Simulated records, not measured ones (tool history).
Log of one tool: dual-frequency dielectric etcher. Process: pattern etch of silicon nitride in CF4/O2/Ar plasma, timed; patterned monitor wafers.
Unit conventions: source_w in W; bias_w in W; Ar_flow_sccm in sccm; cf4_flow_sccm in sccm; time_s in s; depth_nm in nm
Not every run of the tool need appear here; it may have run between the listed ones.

run	hour	source_w	bias_w	Ar_flow_sccm	cf4_flow_sccm	time_s	depth_nm
1	0	490	46	96	82	371	720.13
2	2.2	470	46	96	82	371	700.27
3	9	470	46	96	82	371	701.52
4	11.4	470	46	96	82	340.5	641.49
5	13.9	470	46	96	82	340.5	640.53
6	17.7	460	46	96	82	340.5	633.97
7	25.8	360	44	97	82	340.5	534.34

Run 8, settings as shown, results not yet in. Your forecast:
8	28.5	360	44	97	82	340.5	?

depth_nm: 531.47 nm

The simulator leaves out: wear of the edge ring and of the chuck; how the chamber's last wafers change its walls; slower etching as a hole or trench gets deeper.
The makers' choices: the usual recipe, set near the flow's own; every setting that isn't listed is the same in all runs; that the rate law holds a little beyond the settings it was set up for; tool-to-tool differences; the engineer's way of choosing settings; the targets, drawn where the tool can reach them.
